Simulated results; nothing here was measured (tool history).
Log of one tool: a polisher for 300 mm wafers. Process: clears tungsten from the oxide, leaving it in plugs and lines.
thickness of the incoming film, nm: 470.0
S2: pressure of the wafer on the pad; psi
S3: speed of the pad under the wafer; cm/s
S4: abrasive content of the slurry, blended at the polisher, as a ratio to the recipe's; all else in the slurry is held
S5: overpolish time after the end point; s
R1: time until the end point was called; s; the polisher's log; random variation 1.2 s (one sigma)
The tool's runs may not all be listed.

{"run": 1, "hour": 0.0, "flow of slurry (ml/min)": 240, "S2": 3.6, "S3": 136, "S4": 1.0, "S5": 38, "R1": 73.062}
{"run": 2, "hour": 3.0, "flow of slurry (ml/min)": 240, "S2": 3.6, "S3": 136, "S4": 1.0, "S5": 38, "R1": 73.529}
{"run": 3, "hour": 9.7, "flow of slurry (ml/min)": 240, "S2": 3.1, "S3": 134, "S4": 1.0, "S5": 38, "R1": 85.982}
{"run": 4, "hour": 16.3, "flow of slurry (ml/min)": 240, "S2": 2.8, "S3": 134, "S4": 1.0, "S5": 38, "R1": 95.35}
{"run": 5, "hour": 17.3, "flow of slurry (ml/min)": 240, "S2": 2.5, "S3": 134, "S4": 1.0, "S5": 38, "R1": 105.05}
{"run": 6, "hour": 24.8, "flow of slurry (ml/min)": 240, "S2": 2.5, "S3": 134, "S4": 0.8, "S5": 38, "R1": 109.8}
{"run": 7, "hour": 29.9, "flow of slurry (ml/min)": 240, "S2": 2.3, "S3": 134, "S4": 0.8, "S5": 38, "R1": 119.68}

The next listed run, before its measurement:
{"run": 8, "hour": 32.3, "flow of slurry (ml/min)": 240, "S2": 2.2, "S3": 134, "S4": 0.8, "S5": 38, "R1": "?"}

Run 8 gave R1 125.220 s.
